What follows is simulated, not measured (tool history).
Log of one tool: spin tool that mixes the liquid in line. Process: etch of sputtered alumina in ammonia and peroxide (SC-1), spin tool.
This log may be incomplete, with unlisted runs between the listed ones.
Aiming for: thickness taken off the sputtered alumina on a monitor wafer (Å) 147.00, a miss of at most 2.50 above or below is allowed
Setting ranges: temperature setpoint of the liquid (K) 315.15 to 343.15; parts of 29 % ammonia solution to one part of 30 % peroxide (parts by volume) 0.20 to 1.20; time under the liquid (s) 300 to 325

run	hour	temperature setpoint of the liquid (K)	parts of 29 % ammonia solution to one part of 30 % peroxide (parts by volume)	time under the liquid (s)	thickness taken off the sputtered alumina on a monitor wafer (Å)
1	0.0	331.15	0.90	300	238.53
2	5.2	328.15	0.90	300	203.93
3	13.6	328.15	1.10	300	206.89
4	20.1	328.15	0.85	300	203.66
5	28.4	326.15	0.85	300	181.58
6	29.4	319.15	0.85	300	123.47
7	30.0	320.15	0.85	300	131.09
8	35.2	320.65	0.85	300	135.91
9	40.2	321.15	0.85	300	138.09
10	44.9	321.65	0.85	300	144.01

4 candidate next runs follow, results not yet known. Just one meets every target within its allowed miss. Identify it.
A	49.6	320.15	0.75	325	?
B	49.6	322.15	0.60	325	?
C	49.6	319.65	1.10	320	?
D	49.6	322.15	0.85	300	?

move	thickness taken off the sputtered alumina on a monitor wafer (Å)
A	140.58
B	153.67
C	139.61
D	146.62
A: its largest miss is bigger than the last run's
B: carries the result that was furthest off beyond its target, to the other side
C: its largest miss is bigger than the last run's
D: in spec on every target
Go with D: it meets all targets.

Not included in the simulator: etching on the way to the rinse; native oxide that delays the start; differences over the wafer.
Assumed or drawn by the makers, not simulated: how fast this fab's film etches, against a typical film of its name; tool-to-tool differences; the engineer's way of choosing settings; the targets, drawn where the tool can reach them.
